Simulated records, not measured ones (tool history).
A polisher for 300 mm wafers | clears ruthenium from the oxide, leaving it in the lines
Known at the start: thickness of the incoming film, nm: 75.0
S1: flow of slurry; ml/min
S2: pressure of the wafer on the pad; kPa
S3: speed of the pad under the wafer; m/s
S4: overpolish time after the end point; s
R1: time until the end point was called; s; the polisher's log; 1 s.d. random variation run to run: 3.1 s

Run 1, hour 0.0: S1 190 ml/min, S2 9.0 kPa, S3 0.80 m/s, S4 22 s. Result: R1 132.68 s.
Run 2, hour 3.1: S1 190 ml/min, S2 7.6 kPa, S3 0.80 m/s, S4 22 s. Result: R1 152.84 s.
Run 3, hour 5.3: S1 190 ml/min, S2 6.9 kPa, S3 0.80 m/s, S4 22 s. Result: R1 161.80 s.
Run 4, hour 10.8: S1 190 ml/min, S2 6.2 kPa, S3 0.80 m/s, S4 22 s. Result: R1 173.45 s.
Run 5, hour 13.7: S1 190 ml/min, S2 8.3 kPa, S3 0.80 m/s, S4 22 s. Result: R1 144.30 s.
Run 6, hour 18.9: S1 190 ml/min, S2 6.9 kPa, S3 0.80 m/s, S4 22 s. Result: R1 159.05 s.

Run 7 is up next; what results do you expect?
Run 7, hour 25.1: S1 190 ml/min, S2 6.2 kPa, S3 0.80 m/s, S4 22 s. Result: R1 ?.

{"run 7": {"R1": 171.68}}
